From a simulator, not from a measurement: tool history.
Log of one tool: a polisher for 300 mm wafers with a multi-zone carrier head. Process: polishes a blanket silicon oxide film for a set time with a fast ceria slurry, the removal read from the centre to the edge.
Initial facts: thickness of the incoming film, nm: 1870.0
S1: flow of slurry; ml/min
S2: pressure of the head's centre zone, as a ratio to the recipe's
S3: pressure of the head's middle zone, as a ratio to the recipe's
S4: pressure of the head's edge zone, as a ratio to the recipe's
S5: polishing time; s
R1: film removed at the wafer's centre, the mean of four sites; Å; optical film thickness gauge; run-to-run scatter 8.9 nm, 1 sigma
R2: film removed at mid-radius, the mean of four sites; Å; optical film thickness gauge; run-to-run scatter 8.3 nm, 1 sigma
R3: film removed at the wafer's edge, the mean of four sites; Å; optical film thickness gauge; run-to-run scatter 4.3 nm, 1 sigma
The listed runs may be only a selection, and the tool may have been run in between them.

run  hour   S1    S2    S3    S4  S5      R1      R2      R3
  1   0.0  205  1.00  1.00  1.00  34  5189.4  5128.7  5112.4
  2   5.3  160  1.00  1.00  1.00  34  4938.1  4728.1  4896.5
  3   5.9  160  1.00  1.00  0.97  34  4926.4  4891.3  4844.3
  4   8.6  195  1.00  1.05  1.02  36  5399.4  5474.2  5387.4
  5  16.1  195  0.93  1.05  1.02  36  5106.0  5565.7  5312.4
  6  16.9  195  0.97  1.05  1.02  36  5117.2  5598.0  5346.6
  7  18.7  250  1.07  1.09  1.09  43  7274.1  6977.7  6756.2

Run 8, settings as shown, results not yet in. Your forecast:
  8  22.9  255  1.05  1.10  1.10  43   ?   ?   ?

Run 8 produced R1 6938.8 Å, R2 7113.5 Å, R3 6797.5 Å.
